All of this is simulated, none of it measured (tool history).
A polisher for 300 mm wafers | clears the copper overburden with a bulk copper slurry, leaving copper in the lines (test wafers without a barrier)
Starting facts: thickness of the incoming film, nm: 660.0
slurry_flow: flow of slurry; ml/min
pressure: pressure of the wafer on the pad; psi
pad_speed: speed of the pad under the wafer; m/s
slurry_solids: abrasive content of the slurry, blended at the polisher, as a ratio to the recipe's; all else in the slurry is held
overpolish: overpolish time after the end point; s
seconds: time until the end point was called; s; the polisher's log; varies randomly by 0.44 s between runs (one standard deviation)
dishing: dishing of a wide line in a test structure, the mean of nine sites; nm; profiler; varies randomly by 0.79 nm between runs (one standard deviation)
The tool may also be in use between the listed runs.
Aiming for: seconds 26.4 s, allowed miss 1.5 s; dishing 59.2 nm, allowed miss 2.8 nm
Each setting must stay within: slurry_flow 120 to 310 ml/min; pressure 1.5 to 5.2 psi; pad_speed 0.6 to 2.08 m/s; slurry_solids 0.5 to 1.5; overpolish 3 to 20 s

Run 1, hour 0: slurry_flow 200 ml/min, pressure 3.3 psi, pad_speed 1.34 m/s, slurry_solids 1, overpolish 10 s. Result: seconds 44.887 s, dishing 54.381 nm.
Run 2, hour 5: slurry_flow 200 ml/min, pressure 3.8 psi, pad_speed 1.36 m/s, slurry_solids 1, overpolish 9 s. Result: seconds 38.941 s, dishing 54.535 nm.
Run 3, hour 9.5: slurry_flow 235 ml/min, pressure 3.8 psi, pad_speed 1.36 m/s, slurry_solids 1, overpolish 9 s. Result: seconds 37.75 s, dishing 56.347 nm.
Run 4, hour 15.9: slurry_flow 235 ml/min, pressure 4.2 psi, pad_speed 1.38 m/s, slurry_solids 1, overpolish 8 s. Result: seconds 33.943 s, dishing 56.293 nm.
Run 5, hour 16.7: slurry_flow 235 ml/min, pressure 4.5 psi, pad_speed 1.4 m/s, slurry_solids 1, overpolish 8 s. Result: seconds 31.742 s, dishing 59.212 nm.
At hour 24.4: worn pad replaced by a new one.
Run 6, hour 24.4: slurry_flow 235 ml/min, pressure 4.2 psi, pad_speed 1.4 m/s, slurry_solids 1, overpolish 8 s. Result: seconds 31.993 s, dishing 58.261 nm.
Run 7, hour 26.7: slurry_flow 245 ml/min, pressure 4.4 psi, pad_speed 1.4 m/s, slurry_solids 1, overpolish 7 s. Result: seconds 30.904 s, dishing 56.72 nm.
Run 8, hour 29: slurry_flow 250 ml/min, pressure 4.6 psi, pad_speed 1.4 m/s, slurry_solids 1, overpolish 7 s. Result: seconds 28.07 s, dishing 57.072 nm.
Run 9, hour 32.7: slurry_flow 255 ml/min, pressure 4.6 psi, pad_speed 1.4 m/s, slurry_solids 1, overpolish 7 s. Result: seconds 29.434 s, dishing 57.175 nm.
Run 10, hour 41.5: slurry_flow 255 ml/min, pressure 4.7 psi, pad_speed 1.4 m/s, slurry_solids 1, overpolish 7 s. Result: seconds 28.91 s, dishing 58.483 nm.

Consider the 5 candidate settings below. Which is the only one whose results all fall within their allowed miss of target?
Run A, hour 50.3: slurry_flow 270 ml/min, pressure 4.7 psi, pad_speed 1.5 m/s, slurry_solids 1, overpolish 10 s. Result: seconds ?, dishing ?.
Run B, hour 50.3: slurry_flow 235 ml/min, pressure 4.6 psi, pad_speed 1.32 m/s, slurry_solids 1.05, overpolish 8 s. Result: seconds ?, dishing ?.
Run C, hour 50.3: slurry_flow 275 ml/min, pressure 4.7 psi, pad_speed 1.52 m/s, slurry_solids 0.9, overpolish 7 s. Result: seconds ?, dishing ?.
Run D, hour 50.3: slurry_flow 225 ml/min, pressure 4 psi, pad_speed 1.58 m/s, slurry_solids 0.95, overpolish 14 s. Result: seconds ?, dishing ?.
Run E, hour 50.3: slurry_flow 270 ml/min, pressure 4.6 psi, pad_speed 1.32 m/s, slurry_solids 1.05, overpolish 9 s. Result: seconds ?, dishing ?.

move  seconds  dishing
   A   27.174   64.961
   B   30.774   58.799
   C   27.324   58.593
   D   31.476   66.009
   E   30.303   61.394
A: brings the last run's worst result on target, with another outside its allowed miss
B: the biggest miss grows against the last run
C: hits every target within its allowed miss
D: the biggest miss grows against the last run
E: the biggest miss grows against the last run
Go with C: it meets all targets.

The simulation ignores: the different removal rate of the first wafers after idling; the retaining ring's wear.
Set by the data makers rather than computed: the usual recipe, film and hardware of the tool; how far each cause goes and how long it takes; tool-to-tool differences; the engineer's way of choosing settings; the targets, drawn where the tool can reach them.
